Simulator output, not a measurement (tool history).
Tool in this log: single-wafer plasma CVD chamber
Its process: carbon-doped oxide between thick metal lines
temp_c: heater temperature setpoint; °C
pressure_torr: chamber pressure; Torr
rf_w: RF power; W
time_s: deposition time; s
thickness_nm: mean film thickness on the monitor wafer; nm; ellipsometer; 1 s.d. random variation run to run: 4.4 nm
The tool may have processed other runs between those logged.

run,hour,temp_c,pressure_torr,rf_w,time_s,thickness_nm
1,0.0,340,6.75,560,196,1245.9
2,3.0,342,6.62,545,196,1218.2
3,5.0,343,6.50,535,196,1201.2
4,6.3,344,6.40,525,196,1178.6
5,13.2,344,5.65,525,196,1158.8
6,18.2,344,5.65,525,187,1111.2
7,18.9,345,5.54,525,187,1102.8
8,20.0,346,5.47,525,187,1092.6
9,24.8,347,5.43,525,187,1093.7
10,27.3,348,5.37,525,187,1082.0
11,28.4,349,5.34,525,187,1085.1
12,35.6,350,5.28,525,187,1078.7
13,39.3,351,5.23,525,187,1073.6
14,43.5,352,5.19,525,187,1065.1
15,51.0,353,5.17,525,187,1057.0

Run 16 is up next; what results do you expect?
16,58.9,353,5.16,525,187,?

Run 16 measured thickness_nm 1075.7 nm.

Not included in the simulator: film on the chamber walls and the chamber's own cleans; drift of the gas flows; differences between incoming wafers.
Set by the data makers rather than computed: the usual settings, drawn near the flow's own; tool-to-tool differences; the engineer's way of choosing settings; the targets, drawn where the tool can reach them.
